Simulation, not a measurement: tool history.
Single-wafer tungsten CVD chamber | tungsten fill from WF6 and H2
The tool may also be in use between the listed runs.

run	hour	heater temperature setpoint (deg C)	chamber pressure (mTorr)	deposition time (s)	mean film thickness on the monitor wafer (Å)
1	0	395	48800	35.1	1150.1
2	6.3	395	43700	35.1	1101.4
3	13.8	399	43900	35.1	1195.8
4	20.9	399	48800	35.1	1235.5
5	23.3	399	43700	35.1	1197.7
6	28.8	405	43700	35.1	1322.8
7	36.2	406	43800	35.1	1346.7
8	39.4	407	43900	35.1	1372.8

Run 9 comes next. What will it give?
9	42.6	408	43900	35.1	?

Run 9 gave mean film thickness on the monitor wafer (Å) 1407.1.
